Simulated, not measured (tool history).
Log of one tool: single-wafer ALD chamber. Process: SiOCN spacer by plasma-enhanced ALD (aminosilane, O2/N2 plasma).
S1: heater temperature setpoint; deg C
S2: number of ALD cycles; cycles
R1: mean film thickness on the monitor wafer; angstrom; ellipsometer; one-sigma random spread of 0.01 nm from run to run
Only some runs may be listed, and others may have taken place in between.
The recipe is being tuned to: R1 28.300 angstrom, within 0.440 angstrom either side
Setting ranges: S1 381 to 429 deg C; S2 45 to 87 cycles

run 1 hour=0.0 | S1=405 S2=66 | R1=39.262
run 2 hour=8.2 | S1=398 S2=66 | R1=40.152
run 3 hour=13.3 | S1=398 S2=60 | R1=36.383
run 4 hour=19.0 | S1=401 S2=58 | R1=34.953
-- hour=19.7 thermocouple changed; heater temperature recalibrated
run 5 hour=19.7 | S1=407 S2=58 | R1=34.841
run 6 hour=23.3 | S1=398 S2=58 | R1=35.333
run 7 hour=30.0 | S1=400 S2=56 | R1=34.184
run 8 hour=31.7 | S1=402 S2=54 | R1=33.079
run 9 hour=33.1 | S1=404 S2=53 | R1=32.264
run 10 hour=39.7 | S1=404 S2=53 | R1=32.040
run 11 hour=40.7 | S1=416 S2=46 | R1=26.806
run 12 hour=47.8 | S1=415 S2=46 | R1=27.018
run 13 hour=49.4 | S1=414 S2=46 | R1=26.991
run 14 hour=58.3 | S1=413 S2=46 | R1=26.965
run 15 hour=59.7 | S1=412 S2=46 | R1=27.123

Of the 5 settings listed for the next run, only one would bring every result within its allowed miss of target. Which one?
run A hour=61.1 | S1=395 S2=45 | R1=?
run B hour=61.1 | S1=411 S2=50 | R1=?
run C hour=61.1 | S1=413 S2=47 | R1=?
run D hour=61.1 | S1=409 S2=46 | R1=?
run E hour=61.1 | S1=417 S2=49 | R1=?

move=A R1=27.572
move=B R1=29.631
move=C R1=27.682
move=D R1=27.428
move=E R1=28.504
A: nearer than the last run, and not there yet
B: takes the biggest miss from the last run beyond its target
C: nearer than the last run, and not there yet
D: nearer than the last run, and not there yet
E: all results land within tolerance of their targets
The move that meets every target is E.
